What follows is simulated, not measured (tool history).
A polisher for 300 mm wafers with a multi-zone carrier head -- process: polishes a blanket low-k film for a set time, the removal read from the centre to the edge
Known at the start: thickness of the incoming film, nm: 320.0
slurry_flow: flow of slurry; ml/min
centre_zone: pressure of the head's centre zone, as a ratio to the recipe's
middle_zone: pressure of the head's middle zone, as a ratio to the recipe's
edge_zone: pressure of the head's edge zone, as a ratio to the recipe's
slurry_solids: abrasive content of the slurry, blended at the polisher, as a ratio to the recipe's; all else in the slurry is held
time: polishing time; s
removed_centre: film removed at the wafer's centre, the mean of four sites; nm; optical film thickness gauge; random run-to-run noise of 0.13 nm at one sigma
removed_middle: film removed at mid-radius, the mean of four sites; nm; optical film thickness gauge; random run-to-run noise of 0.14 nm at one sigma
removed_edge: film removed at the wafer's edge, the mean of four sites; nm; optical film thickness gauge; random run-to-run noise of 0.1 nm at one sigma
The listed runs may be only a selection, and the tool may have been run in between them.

| run | hour | slurry_flow | centre_zone | middle_zone | edge_zone | slurry_solids | time | removed_centre | removed_middle | removed_edge |
|---|---|---|---|---|---|---|---|---|---|---|
| 1 | 0.0 | 155 | 1.00 | 1.00 | 1.00 | 1.0 | 40 | 15.664 | 15.746 | 15.465 |
| 2 | 6.4 | 155 | 1.00 | 1.00 | 1.00 | 1.0 | 31 | 12.100 | 11.895 | 11.916 |
| 3 | 13.0 | 155 | 0.92 | 1.00 | 1.00 | 1.0 | 31 | 11.006 | 12.203 | 12.079 |
| 4 | 14.2 | 155 | 0.92 | 1.00 | 1.04 | 1.0 | 31 | 11.250 | 12.176 | 12.351 |
| 5 | 21.8 | 155 | 0.92 | 1.00 | 0.96 | 1.0 | 31 | 11.106 | 12.078 | 11.731 |
| 6 | 26.8 | 165 | 0.94 | 1.00 | 0.97 | 1.0 | 31 | 11.463 | 12.037 | 12.145 |
| 7 | 30.8 | 175 | 0.97 | 1.02 | 0.97 | 1.0 | 31 | 12.088 | 12.671 | 12.104 |
| 8 | 39.6 | 175 | 0.97 | 1.02 | 0.97 | 1.0 | 31 | 11.996 | 12.657 | 12.020 |
| 9 | 48.5 | 185 | 0.99 | 1.01 | 0.98 | 1.0 | 31 | 12.328 | 12.748 | 12.302 |
| 10 | 50.8 | 190 | 1.01 | 1.00 | 0.98 | 1.0 | 31 | 12.715 | 12.716 | 12.364 |
| 11 | 58.1 | 195 | 1.03 | 1.00 | 0.98 | 1.0 | 31 | 12.918 | 12.684 | 12.320 |

The next listed run, before its measurement:
| 12 | 62.4 | 200 | 1.04 | 1.00 | 0.99 | 1.0 | 31 | ? | ? | ? |

{"run 12": {"removed_centre": 13.203, "removed_middle": 12.594, "removed_edge": 12.307}}
